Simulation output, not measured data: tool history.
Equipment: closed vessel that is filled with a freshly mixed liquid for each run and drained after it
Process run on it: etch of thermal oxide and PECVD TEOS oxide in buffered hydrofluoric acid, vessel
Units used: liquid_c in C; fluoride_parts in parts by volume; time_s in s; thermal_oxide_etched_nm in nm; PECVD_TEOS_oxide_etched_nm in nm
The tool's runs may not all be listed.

run,hour,liquid_c,fluoride_parts,time_s,thermal_oxide_etched_nm,PECVD_TEOS_oxide_etched_nm
1,0.0,21.0,20.0,60,33.114,104.320
2,7.6,24.5,20.0,60,40.088,128.040
3,12.8,23.5,21.0,60,36.189,114.840
4,19.3,25.0,21.0,60,39.497,125.830
5,25.7,25.0,24.0,60,35.904,114.840
6,27.1,28.0,24.0,60,42.404,136.350
7,34.2,26.5,24.5,60,38.770,121.600
8,38.8,22.5,30.0,55,24.857,78.798
9,42.7,22.0,30.0,55,24.069,77.371
10,45.7,22.0,30.0,55,24.234,76.449
11,47.2,21.5,30.0,55,23.353,75.616

For run 12, what comes out?
12,56.2,21.0,30.0,55,?,?

{"run 12": {"thermal_oxide_etched_nm": 22.676, "PECVD_TEOS_oxide_etched_nm": 71.59}}
